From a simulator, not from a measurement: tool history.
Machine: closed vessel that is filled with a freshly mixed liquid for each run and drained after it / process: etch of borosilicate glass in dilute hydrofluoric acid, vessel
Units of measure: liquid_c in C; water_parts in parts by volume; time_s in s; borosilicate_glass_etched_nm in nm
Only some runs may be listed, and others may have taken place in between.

Run 1, hour 0: liquid_c 22 C, water_parts 135 parts by volume, time_s 430 s. Result: borosilicate_glass_etched_nm 69.439 nm.
Run 2, hour 7.7: liquid_c 22 C, water_parts 135 parts by volume, time_s 465 s. Result: borosilicate_glass_etched_nm 74.447 nm.
Run 3, hour 14.7: liquid_c 22 C, water_parts 135 parts by volume, time_s 430 s. Result: borosilicate_glass_etched_nm 69.829 nm.
Run 4, hour 20.8: liquid_c 22 C, water_parts 135 parts by volume, time_s 430 s. Result: borosilicate_glass_etched_nm 69.614 nm.
Run 5, hour 27.4: liquid_c 22 C, water_parts 135 parts by volume, time_s 465 s. Result: borosilicate_glass_etched_nm 75.507 nm.
Run 6, hour 30.1: liquid_c 22 C, water_parts 120 parts by volume, time_s 465 s. Result: borosilicate_glass_etched_nm 86.46 nm.
Run 7, hour 37.6: liquid_c 23 C, water_parts 120 parts by volume, time_s 465 s. Result: borosilicate_glass_etched_nm 90.201 nm.
Run 8, hour 43: liquid_c 24 C, water_parts 120 parts by volume, time_s 465 s. Result: borosilicate_glass_etched_nm 92.666 nm.
Run 9, hour 49.9: liquid_c 25 C, water_parts 120 parts by volume, time_s 465 s. Result: borosilicate_glass_etched_nm 97.08 nm.
Run 10, hour 51.4: liquid_c 25.5 C, water_parts 120 parts by volume, time_s 465 s. Result: borosilicate_glass_etched_nm 98.479 nm.
Run 11, hour 59.7: liquid_c 26 C, water_parts 120 parts by volume, time_s 465 s. Result: borosilicate_glass_etched_nm 100.94 nm.
Run 12, hour 65.7: liquid_c 26.5 C, water_parts 120 parts by volume, time_s 465 s. Result: borosilicate_glass_etched_nm 101.96 nm.
Run 13, hour 73.4: liquid_c 27 C, water_parts 120 parts by volume, time_s 465 s. Result: borosilicate_glass_etched_nm 105.45 nm.
Run 14, hour 78.2: liquid_c 27.5 C, water_parts 120 parts by volume, time_s 465 s. Result: borosilicate_glass_etched_nm 106.11 nm.
Run 15, hour 80.4: liquid_c 28 C, water_parts 120 parts by volume, time_s 465 s. Result: borosilicate_glass_etched_nm 106.98 nm.

What does the tool deliver on the next run?
Run 16, hour 84.9: liquid_c 28.5 C, water_parts 120 parts by volume, time_s 465 s. Result: borosilicate_glass_etched_nm ?.

{"run 16": {"borosilicate_glass_etched_nm": 110.32}}
